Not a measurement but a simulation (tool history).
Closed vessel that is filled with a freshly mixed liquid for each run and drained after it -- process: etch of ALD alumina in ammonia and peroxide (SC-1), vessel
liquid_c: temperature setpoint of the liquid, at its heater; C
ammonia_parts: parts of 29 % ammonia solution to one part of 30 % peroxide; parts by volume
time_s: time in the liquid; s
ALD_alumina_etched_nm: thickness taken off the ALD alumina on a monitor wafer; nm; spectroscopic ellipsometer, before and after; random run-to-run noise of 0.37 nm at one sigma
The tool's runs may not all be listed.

run 1 hour=0.0 | liquid_c=51.0 ammonia_parts=0.45 time_s=645 | ALD_alumina_etched_nm=28.121
run 2 hour=7.1 | liquid_c=51.5 ammonia_parts=0.45 time_s=645 | ALD_alumina_etched_nm=28.082
run 3 hour=15.4 | liquid_c=52.5 ammonia_parts=0.45 time_s=645 | ALD_alumina_etched_nm=29.543
run 4 hour=19.1 | liquid_c=48.5 ammonia_parts=0.45 time_s=645 | ALD_alumina_etched_nm=23.874
run 5 hour=24.4 | liquid_c=48.5 ammonia_parts=0.45 time_s=695 | ALD_alumina_etched_nm=26.323
run 6 hour=28.0 | liquid_c=49.5 ammonia_parts=0.45 time_s=695 | ALD_alumina_etched_nm=27.766
run 7 hour=29.7 | liquid_c=50.0 ammonia_parts=0.45 time_s=695 | ALD_alumina_etched_nm=28.252
run 8 hour=37.1 | liquid_c=50.5 ammonia_parts=0.45 time_s=695 | ALD_alumina_etched_nm=29.227

Run 9, settings as shown, results not yet in. Your forecast:
run 9 hour=39.2 | liquid_c=51.0 ammonia_parts=0.45 time_s=695 | ALD_alumina_etched_nm=?

Run 9 came out at ALD_alumina_etched_nm 29.926 nm.
